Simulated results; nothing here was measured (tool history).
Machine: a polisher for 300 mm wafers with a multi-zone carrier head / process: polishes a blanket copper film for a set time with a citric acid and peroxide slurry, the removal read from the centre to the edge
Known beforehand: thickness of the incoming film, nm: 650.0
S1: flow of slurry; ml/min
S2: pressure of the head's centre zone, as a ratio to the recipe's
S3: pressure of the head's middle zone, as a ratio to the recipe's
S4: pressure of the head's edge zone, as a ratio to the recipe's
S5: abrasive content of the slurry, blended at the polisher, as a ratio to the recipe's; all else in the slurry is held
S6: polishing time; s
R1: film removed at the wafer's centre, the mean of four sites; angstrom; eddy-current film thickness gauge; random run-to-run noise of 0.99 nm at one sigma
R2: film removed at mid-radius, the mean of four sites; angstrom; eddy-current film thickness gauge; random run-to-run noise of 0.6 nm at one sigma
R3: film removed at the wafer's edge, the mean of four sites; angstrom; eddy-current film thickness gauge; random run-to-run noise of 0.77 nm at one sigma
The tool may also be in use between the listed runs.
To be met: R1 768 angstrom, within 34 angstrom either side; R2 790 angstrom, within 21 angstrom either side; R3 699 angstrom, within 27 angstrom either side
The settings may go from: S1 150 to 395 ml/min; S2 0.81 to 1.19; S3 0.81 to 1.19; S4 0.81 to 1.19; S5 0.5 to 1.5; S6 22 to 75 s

run,hour,S1,S2,S3,S4,S5,S6,R1,R2,R3
1,0,250,1,1,1,1,48,695,702.57,730.23
2,2.7,255,1.01,1.01,0.99,1,48,692.63,720.73,708.65
3,11.5,255,1.01,1.01,0.93,1,48,698.44,712.86,703.22
4,12.3,260,1.02,1.02,0.93,1,48,691.58,712.78,684.94
5,13.1,260,1.03,1.03,0.93,1,48,703.73,723.36,683.26
6,18.7,265,1.04,1.03,0.93,1,48,718.05,715.95,693.19
7,23.4,270,1.04,1.04,0.93,1,48,730.56,741.72,691.72
8,28.9,275,1.04,1.04,0.93,1,48,712.97,736.79,699.48
9,36.4,275,1.05,1.05,0.93,1,48,728.61,735.83,699.09
10,38.4,280,1.05,1.06,0.93,1,48,738.04,743.91,703.92
11,42.5,280,1.05,1.07,0.92,1,48,733.02,758.8,685.14
12,47.6,285,1.05,1.07,0.92,1,48,733.42,760.6,698.91
13,56.3,300,1.07,1.09,0.91,1,48,745.61,760.89,695.87

Consider the 5 candidate settings below. Which is the only one whose results all fall within their allowed miss of target?
A,65,340,0.91,1.12,0.93,1.15,49,?,?,?
B,65,265,1.04,1.13,0.96,1.15,49,?,?,?
C,65,245,1.12,1.09,0.99,1.1,46,?,?,?
D,65,355,1.1,1.05,0.92,0.9,49,?,?,?
E,65,280,1.1,1.12,0.93,0.8,52,?,?,?

move,R1,R2,R3
A,693.45,849.11,762.52
B,777.51,839.46,763.14
C,770.47,748.89,714.35
D,779.98,746.01,705.24
E,781.69,791.03,713.47
A: takes the result that was furthest off past its target
B: takes the result that was furthest off past its target
C: its largest miss is bigger than the last run's
D: its largest miss is bigger than the last run's
E: each result inside its tolerance
Answer: E

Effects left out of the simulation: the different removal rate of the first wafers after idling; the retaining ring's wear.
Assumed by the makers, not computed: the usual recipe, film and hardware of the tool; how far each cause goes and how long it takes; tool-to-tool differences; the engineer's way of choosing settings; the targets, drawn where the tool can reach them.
